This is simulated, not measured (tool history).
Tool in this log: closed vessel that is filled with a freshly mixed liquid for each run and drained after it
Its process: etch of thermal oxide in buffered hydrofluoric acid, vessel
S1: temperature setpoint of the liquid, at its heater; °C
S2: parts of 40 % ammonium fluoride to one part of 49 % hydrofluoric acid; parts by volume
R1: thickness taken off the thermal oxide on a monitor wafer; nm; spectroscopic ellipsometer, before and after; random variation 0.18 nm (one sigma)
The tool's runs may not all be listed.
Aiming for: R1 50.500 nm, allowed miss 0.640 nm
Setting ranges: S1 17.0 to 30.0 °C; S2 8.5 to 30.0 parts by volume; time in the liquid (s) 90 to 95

run 1 day=0.000 | S1=22.0 S2=23.0 time_in_the_liquid_(s)=90 | R1=40.103
run 2 day=0.162 | S1=23.0 S2=23.0 time_in_the_liquid_(s)=90 | R1=42.435
run 3 day=0.450 | S1=24.0 S2=23.0 time_in_the_liquid_(s)=90 | R1=44.884
run 4 day=0.621 | S1=24.5 S2=23.0 time_in_the_liquid_(s)=90 | R1=46.219
run 5 day=0.954 | S1=24.5 S2=23.0 time_in_the_liquid_(s)=95 | R1=48.365
run 6 day=0.988 | S1=24.5 S2=23.0 time_in_the_liquid_(s)=90 | R1=45.997
run 7 day=1.150 | S1=25.0 S2=23.0 time_in_the_liquid_(s)=90 | R1=47.415
run 8 day=1.483 | S1=25.5 S2=23.0 time_in_the_liquid_(s)=90 | R1=48.622

Exercise: of the 4 proposed moves below, exactly one satisfies all targets within the stated allowed misses. Which move is it?
run A day=1.817 | S1=25.5 S2=26.0 time_in_the_liquid_(s)=95 | R1=?
run B day=1.817 | S1=24.0 S2=21.0 time_in_the_liquid_(s)=95 | R1=?
run C day=1.817 | S1=25.0 S2=23.0 time_in_the_liquid_(s)=90 | R1=?
run D day=1.817 | S1=25.5 S2=25.0 time_in_the_liquid_(s)=90 | R1=?

move=A R1=47.151
move=B R1=50.317
move=C R1=47.292
move=D R1=45.890
A: the biggest miss grows against the last run
B: meets every target
C: the biggest miss grows against the last run
D: the biggest miss grows against the last run
B meets every target.
